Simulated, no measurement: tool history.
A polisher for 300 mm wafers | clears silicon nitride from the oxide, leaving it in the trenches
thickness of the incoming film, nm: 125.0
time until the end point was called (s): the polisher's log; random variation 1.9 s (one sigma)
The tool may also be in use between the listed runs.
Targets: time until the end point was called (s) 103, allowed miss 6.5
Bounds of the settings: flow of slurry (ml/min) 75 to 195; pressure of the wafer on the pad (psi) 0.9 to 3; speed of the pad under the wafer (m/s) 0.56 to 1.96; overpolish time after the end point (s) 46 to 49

| run | day | flow of slurry (ml/min) | pressure of the wafer on the pad (psi) | speed of the pad under the wafer (m/s) | overpolish time after the end point (s) | time until the end point was called (s) |
|---|---|---|---|---|---|---|
| 1 | 0 | 125 | 1.9 | 1.26 | 46 | 184.88 |
| 2 | 0.292 | 125 | 2.1 | 1.28 | 46 | 173.54 |
| 3 | 0.512 | 125 | 2.1 | 1.58 | 46 | 141.31 |
| 4 | 0.808 | 105 | 2.1 | 1.58 | 46 | 143.39 |
| 5 | 0.95 | 105 | 2.1 | 1.34 | 46 | 169.23 |
| 6 | 1.175 | 80 | 2.1 | 1.34 | 46 | 184.67 |
| 7 | 1.529 | 90 | 2.3 | 1.36 | 46 | 153.75 |
|  | 1.721 | worn pad replaced by a new one |
| 8 | 1.721 | 95 | 2.4 | 1.36 | 46 | 131.51 |
| 9 | 1.892 | 100 | 2.4 | 1.36 | 46 | 130.29 |
| 10 | 2.079 | 105 | 2.4 | 1.36 | 46 | 127.1 |
| 11 | 2.446 | 110 | 2.4 | 1.36 | 46 | 125.94 |
| 12 | 2.583 | 115 | 2.4 | 1.36 | 46 | 126.09 |
| 13 | 2.667 | 120 | 2.4 | 1.36 | 46 | 124.79 |
| 14 | 2.979 | 125 | 2.4 | 1.36 | 46 | 124.54 |
| 15 | 3.271 | 130 | 2.4 | 1.36 | 46 | 120.92 |
| 16 | 3.446 | 135 | 2.4 | 1.36 | 46 | 124.07 |
| 17 | 3.617 | 135 | 2.5 | 1.36 | 46 | 116.29 |

Which of these 4 next moves meets every target?
| A | 3.788 | 165 | 3 | 1.36 | 46 | ? |
| B | 3.788 | 155 | 2.9 | 1.52 | 46 | ? |
| C | 3.788 | 90 | 3 | 1.4 | 46 | ? |
| D | 3.788 | 140 | 2.7 | 1.68 | 49 | ? |

| move | time until the end point was called (s) |
|---|---|
| A | 94.348 |
| B | 89.366 |
| C | 106.19 |
| D | 89.342 |
A: takes the result that was furthest off past its target
B: takes the result that was furthest off past its target
C: meets every target
D: takes the result that was furthest off past its target
Move C is the one to make.
